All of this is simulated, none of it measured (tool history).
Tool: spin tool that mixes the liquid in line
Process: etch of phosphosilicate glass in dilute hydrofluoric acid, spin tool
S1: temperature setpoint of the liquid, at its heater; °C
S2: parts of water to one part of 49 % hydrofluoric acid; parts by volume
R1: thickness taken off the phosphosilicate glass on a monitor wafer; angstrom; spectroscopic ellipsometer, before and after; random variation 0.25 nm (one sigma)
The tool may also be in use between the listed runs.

{"run": 1, "hour": 0.0, "S1": 23.0, "S2": 145, "time under the liquid (s)": 125, "R1": 520.64}
{"run": 2, "hour": 5.6, "S1": 23.0, "S2": 170, "time under the liquid (s)": 125, "R1": 431.38}
{"run": 3, "hour": 11.0, "S1": 22.0, "S2": 175, "time under the liquid (s)": 125, "R1": 391.25}
{"run": 4, "hour": 13.1, "S1": 22.0, "S2": 175, "time under the liquid (s)": 135, "R1": 435.69}
{"run": 5, "hour": 17.2, "S1": 21.5, "S2": 180, "time under the liquid (s)": 135, "R1": 403.68}
{"run": 6, "hour": 23.1, "S1": 19.5, "S2": 180, "time under the liquid (s)": 135, "R1": 378.03}
{"run": 7, "hour": 24.6, "S1": 19.0, "S2": 185, "time under the liquid (s)": 135, "R1": 355.11}
{"run": 8, "hour": 25.6, "S1": 18.5, "S2": 190, "time under the liquid (s)": 135, "R1": 335.81}
{"run": 9, "hour": 31.8, "S1": 17.0, "S2": 215, "time under the liquid (s)": 135, "R1": 278.78}

Run 10 comes next. What will it give?
{"hour": 35.2, "done": "thermometer replaced"}
{"run": 10, "hour": 35.2, "S1": 17.0, "S2": 220, "time under the liquid (s)": 135, "R1": "?"}

R1: 253.77 angstrom

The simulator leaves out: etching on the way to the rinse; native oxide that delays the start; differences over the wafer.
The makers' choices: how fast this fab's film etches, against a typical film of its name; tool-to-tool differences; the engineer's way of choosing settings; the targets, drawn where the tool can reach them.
